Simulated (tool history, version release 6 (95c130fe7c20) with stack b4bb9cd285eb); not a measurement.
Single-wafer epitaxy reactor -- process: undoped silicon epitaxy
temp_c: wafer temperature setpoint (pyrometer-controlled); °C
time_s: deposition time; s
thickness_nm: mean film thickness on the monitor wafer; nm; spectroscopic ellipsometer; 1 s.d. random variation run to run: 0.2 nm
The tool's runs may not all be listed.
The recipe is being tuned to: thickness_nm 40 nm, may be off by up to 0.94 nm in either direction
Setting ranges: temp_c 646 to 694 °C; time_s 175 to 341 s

{"run": 1, "hour": 0.0, "temp_c": 670, "time_s": 258, "thickness_nm": 61.139}
{"run": 2, "hour": 8.4, "temp_c": 666, "time_s": 258, "thickness_nm": 56.064}
{"run": 3, "hour": 11.0, "temp_c": 663, "time_s": 258, "thickness_nm": 52.283}
{"run": 4, "hour": 11.5, "temp_c": 661, "time_s": 258, "thickness_nm": 49.657}
{"run": 5, "hour": 18.9, "temp_c": 659, "time_s": 258, "thickness_nm": 46.591}
{"run": 6, "hour": 21.1, "temp_c": 659, "time_s": 292, "thickness_nm": 53.233}
{"run": 7, "hour": 28.8, "temp_c": 657, "time_s": 292, "thickness_nm": 50.531}
{"run": 8, "hour": 31.2, "temp_c": 655, "time_s": 292, "thickness_nm": 47.998}
{"run": 9, "hour": 32.7, "temp_c": 646, "time_s": 291, "thickness_nm": 38.654}

Of the 4 settings listed for the next run, only one would bring every result within its allowed miss of target. Which one?
{"run": "A", "hour": 34.2, "temp_c": 646, "time_s": 300, "thickness_nm": "?"}
{"run": "B", "hour": 34.2, "temp_c": 646, "time_s": 280, "thickness_nm": "?"}
{"run": "C", "hour": 34.2, "temp_c": 646, "time_s": 281, "thickness_nm": "?"}
{"run": "D", "hour": 34.2, "temp_c": 646, "time_s": 292, "thickness_nm": "?"}

move=A thickness_nm=39.508
move=B thickness_nm=36.874
move=C thickness_nm=37.006
move=D thickness_nm=38.454
A: every result within its allowed miss
B: the biggest miss grows against the last run
C: the biggest miss grows against the last run
D: the biggest miss grows against the last run
Correct choice: A, which meets every target
